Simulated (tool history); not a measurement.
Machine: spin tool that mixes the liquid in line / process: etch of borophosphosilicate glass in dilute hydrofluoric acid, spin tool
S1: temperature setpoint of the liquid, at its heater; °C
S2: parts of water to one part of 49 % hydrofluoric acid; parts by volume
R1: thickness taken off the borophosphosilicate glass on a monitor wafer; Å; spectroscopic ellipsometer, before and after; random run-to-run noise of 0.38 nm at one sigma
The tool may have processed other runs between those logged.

Run 1, day 0.000: S1 24.0 °C, S2 75 parts by volume, time under the liquid (s) 65. Result: R1 604.26 Å.
Run 2, day 0.262: S1 26.5 °C, S2 70 parts by volume, time under the liquid (s) 65. Result: R1 720.82 Å.
Run 3, day 0.371: S1 28.0 °C, S2 65 parts by volume, time under the liquid (s) 65. Result: R1 826.53 Å.
Run 4, day 0.442: S1 28.0 °C, S2 65 parts by volume, time under the liquid (s) 70. Result: R1 894.12 Å.
Run 5, day 0.600: S1 29.0 °C, S2 65 parts by volume, time under the liquid (s) 70. Result: R1 934.54 Å.
Run 6, day 0.679: S1 29.0 °C, S2 65 parts by volume, time under the liquid (s) 65. Result: R1 858.23 Å.
Run 7, day 1.021: S1 30.0 °C, S2 60 parts by volume, time under the liquid (s) 65. Result: R1 976.11 Å.
Run 8, day 1.292: S1 30.5 °C, S2 60 parts by volume, time under the liquid (s) 65. Result: R1 999.40 Å.
Run 9, day 1.342: S1 31.0 °C, S2 60 parts by volume, time under the liquid (s) 65. Result: R1 1011.90 Å.

Estimate the outcome of run 10 from the log above:
Run 10, day 1.400: S1 31.5 °C, S2 60 parts by volume, time under the liquid (s) 65. Result: R1 ?.

For run 10 the tool returned R1 1035.20 Å.
